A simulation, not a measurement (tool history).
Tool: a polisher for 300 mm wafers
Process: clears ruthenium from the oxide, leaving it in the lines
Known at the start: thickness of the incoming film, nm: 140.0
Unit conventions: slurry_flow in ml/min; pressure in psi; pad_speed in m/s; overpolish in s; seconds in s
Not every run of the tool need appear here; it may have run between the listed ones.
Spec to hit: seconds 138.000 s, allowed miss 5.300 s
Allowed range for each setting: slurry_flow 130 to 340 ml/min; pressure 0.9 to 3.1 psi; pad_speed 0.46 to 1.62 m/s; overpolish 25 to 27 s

Run 1, hour 0.0: slurry_flow 220 ml/min, pressure 2.0 psi, pad_speed 1.04 m/s, overpolish 25 s. Result: seconds 103.270 s.
Run 2, hour 8.7: slurry_flow 220 ml/min, pressure 2.0 psi, pad_speed 1.04 m/s, overpolish 25 s. Result: seconds 102.160 s.
Run 3, hour 16.6: slurry_flow 220 ml/min, pressure 2.4 psi, pad_speed 1.04 m/s, overpolish 25 s. Result: seconds 87.928 s.
Run 4, hour 18.8: slurry_flow 220 ml/min, pressure 2.4 psi, pad_speed 0.92 m/s, overpolish 25 s. Result: seconds 98.918 s.
Run 5, hour 22.2: slurry_flow 220 ml/min, pressure 2.3 psi, pad_speed 0.92 m/s, overpolish 25 s. Result: seconds 101.450 s.
Run 6, hour 26.1: slurry_flow 220 ml/min, pressure 2.2 psi, pad_speed 0.92 m/s, overpolish 25 s. Result: seconds 106.240 s.
Run 7, hour 29.0: slurry_flow 220 ml/min, pressure 2.1 psi, pad_speed 0.92 m/s, overpolish 25 s. Result: seconds 111.450 s.
Run 8, hour 31.9: slurry_flow 220 ml/min, pressure 1.8 psi, pad_speed 0.92 m/s, overpolish 25 s. Result: seconds 126.570 s.
Run 9, hour 37.7: slurry_flow 220 ml/min, pressure 1.8 psi, pad_speed 0.92 m/s, overpolish 25 s. Result: seconds 131.060 s.

Exercise: of the 4 proposed moves below, exactly one satisfies all targets within the stated allowed misses. Which move is it?
Run A, hour 43.5: slurry_flow 180 ml/min, pressure 1.7 psi, pad_speed 1.04 m/s, overpolish 27 s. Result: seconds ?.
Run B, hour 43.5: slurry_flow 225 ml/min, pressure 2.0 psi, pad_speed 0.82 m/s, overpolish 25 s. Result: seconds ?.
Run C, hour 43.5: slurry_flow 210 ml/min, pressure 1.9 psi, pad_speed 0.82 m/s, overpolish 25 s. Result: seconds ?.
Run D, hour 43.5: slurry_flow 300 ml/min, pressure 1.8 psi, pad_speed 0.90 m/s, overpolish 25 s. Result: seconds ?.

move  seconds
   A  123.100
   B  128.010
   C  135.800
   D  125.490
A: lands further from the targets than the last run did
B: lands further from the targets than the last run did
C: every result lands within tolerance
D: lands further from the targets than the last run did
C is the move that brings every result within its allowed miss.
